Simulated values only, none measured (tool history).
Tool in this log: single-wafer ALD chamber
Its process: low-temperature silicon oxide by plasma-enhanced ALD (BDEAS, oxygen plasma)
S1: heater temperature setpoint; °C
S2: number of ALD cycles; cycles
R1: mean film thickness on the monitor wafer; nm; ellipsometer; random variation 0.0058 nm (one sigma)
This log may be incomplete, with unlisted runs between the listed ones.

run	hour	S1	S2	R1
1	0	115	24	3.1462
2	7.1	116	23	3.0106
3	14.1	108	23	3.0558
4	16.8	109	23	3.0449
# hour 22.2: thermocouple changed; heater temperature recalibrated
5	22.2	116	23	3.0348
6	27.3	106	23	3.0806

For run 7, what comes out?
7	33.2	108	22	?

Run 7 gave R1 2.9425 nm.
